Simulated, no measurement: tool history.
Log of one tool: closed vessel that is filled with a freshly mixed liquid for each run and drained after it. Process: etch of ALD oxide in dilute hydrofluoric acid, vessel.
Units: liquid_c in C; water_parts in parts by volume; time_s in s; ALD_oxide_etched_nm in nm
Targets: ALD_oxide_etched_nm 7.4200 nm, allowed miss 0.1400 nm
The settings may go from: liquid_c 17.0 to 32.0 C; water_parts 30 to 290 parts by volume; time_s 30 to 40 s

run 1 day=0.000 | liquid_c=24.0 water_parts=160 time_s=40 | ALD_oxide_etched_nm=3.4664
run 2 day=0.354 | liquid_c=25.5 water_parts=150 time_s=40 | ALD_oxide_etched_nm=3.9173
run 3 day=0.533 | liquid_c=26.5 water_parts=140 time_s=40 | ALD_oxide_etched_nm=4.4298
run 4 day=0.638 | liquid_c=26.5 water_parts=140 time_s=30 | ALD_oxide_etched_nm=3.3026
run 5 day=0.833 | liquid_c=27.0 water_parts=120 time_s=30 | ALD_oxide_etched_nm=4.0429
run 6 day=0.875 | liquid_c=28.0 water_parts=105 time_s=30 | ALD_oxide_etched_nm=4.9086
run 7 day=0.992 | liquid_c=28.5 water_parts=95 time_s=30 | ALD_oxide_etched_nm=5.5708
run 8 day=1.262 | liquid_c=29.0 water_parts=90 time_s=30 | ALD_oxide_etched_nm=6.0412
run 9 day=1.383 | liquid_c=29.0 water_parts=90 time_s=30 | ALD_oxide_etched_nm=6.0382
run 10 day=1.612 | liquid_c=32.0 water_parts=75 time_s=30 | ALD_oxide_etched_nm=8.2799
run 11 day=1.671 | liquid_c=30.0 water_parts=75 time_s=30 | ALD_oxide_etched_nm=7.7339
run 12 day=1.850 | liquid_c=28.5 water_parts=75 time_s=30 | ALD_oxide_etched_nm=7.2537

Which of these 5 next moves meets every target?
run A day=2.029 | liquid_c=29.0 water_parts=75 time_s=30 | ALD_oxide_etched_nm=?
run B day=2.029 | liquid_c=28.5 water_parts=70 time_s=30 | ALD_oxide_etched_nm=?
run C day=2.029 | liquid_c=27.5 water_parts=85 time_s=35 | ALD_oxide_etched_nm=?
run D day=2.029 | liquid_c=29.5 water_parts=95 time_s=40 | ALD_oxide_etched_nm=?
run E day=2.029 | liquid_c=30.0 water_parts=80 time_s=30 | ALD_oxide_etched_nm=?

move=A ALD_oxide_etched_nm=7.3926
move=B ALD_oxide_etched_nm=7.8243
move=C ALD_oxide_etched_nm=7.0803
move=D ALD_oxide_etched_nm=7.7092
move=E ALD_oxide_etched_nm=7.1499
A: meets every target
B: takes the result that was furthest off past its target
C: further off than the last run
D: takes the result that was furthest off past its target
E: further off than the last run
Move A is the one to make.
